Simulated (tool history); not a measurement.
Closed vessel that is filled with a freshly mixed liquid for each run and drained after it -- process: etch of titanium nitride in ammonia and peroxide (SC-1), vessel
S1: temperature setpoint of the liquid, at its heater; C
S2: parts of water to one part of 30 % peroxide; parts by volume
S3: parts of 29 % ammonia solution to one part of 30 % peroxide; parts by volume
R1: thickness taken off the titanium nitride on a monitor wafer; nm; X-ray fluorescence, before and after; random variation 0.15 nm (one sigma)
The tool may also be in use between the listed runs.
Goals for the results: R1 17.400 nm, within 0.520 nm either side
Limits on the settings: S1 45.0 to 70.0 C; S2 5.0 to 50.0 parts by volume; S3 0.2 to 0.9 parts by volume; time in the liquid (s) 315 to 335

Run 1, day 0.000: S1 61.0 C, S2 27.5 parts by volume, S3 0.5 parts by volume, time in the liquid (s) 315. Result: R1 32.099 nm.
Run 2, day 0.204: S1 61.0 C, S2 27.5 parts by volume, S3 0.4 parts by volume, time in the liquid (s) 315. Result: R1 30.749 nm.
Run 3, day 0.571: S1 61.0 C, S2 22.0 parts by volume, S3 0.4 parts by volume, time in the liquid (s) 315. Result: R1 34.898 nm.
Run 4, day 0.808: S1 58.0 C, S2 22.0 parts by volume, S3 0.4 parts by volume, time in the liquid (s) 315. Result: R1 28.705 nm.
Run 5, day 0.983: S1 56.0 C, S2 22.0 parts by volume, S3 0.4 parts by volume, time in the liquid (s) 315. Result: R1 25.062 nm.
Run 6, day 1.025: S1 56.0 C, S2 22.0 parts by volume, S3 0.4 parts by volume, time in the liquid (s) 335. Result: R1 26.676 nm.
Run 7, day 1.075: S1 54.5 C, S2 22.0 parts by volume, S3 0.4 parts by volume, time in the liquid (s) 335. Result: R1 24.104 nm.
Run 8, day 1.350: S1 53.5 C, S2 22.0 parts by volume, S3 0.4 parts by volume, time in the liquid (s) 335. Result: R1 22.958 nm.
Run 9, day 1.417: S1 52.5 C, S2 22.0 parts by volume, S3 0.4 parts by volume, time in the liquid (s) 335. Result: R1 21.066 nm.
Run 10, day 1.483: S1 52.0 C, S2 22.0 parts by volume, S3 0.4 parts by volume, time in the liquid (s) 335. Result: R1 20.217 nm.

Next run, 4 choices. One meets every target within its allowed miss, the rest don't. Which?
Run A, day 1.550: S1 48.5 C, S2 13.0 parts by volume, S3 0.2 parts by volume, time in the liquid (s) 315. Result: R1 ?.
Run B, day 1.550: S1 51.0 C, S2 28.5 parts by volume, S3 0.5 parts by volume, time in the liquid (s) 320. Result: R1 ?.
Run C, day 1.550: S1 50.5 C, S2 28.5 parts by volume, S3 0.6 parts by volume, time in the liquid (s) 315. Result: R1 ?.
Run D, day 1.550: S1 49.5 C, S2 23.5 parts by volume, S3 0.4 parts by volume, time in the liquid (s) 330. Result: R1 ?.

move      R1
   A  17.425
   B  16.161
   C  15.906
   D  16.058
A: in spec on every target
B: the result that was furthest off in the last run now lies on the other side of its target
C: the result that was furthest off in the last run now lies on the other side of its target
D: the result that was furthest off in the last run now lies on the other side of its target
The move that meets every target is A.
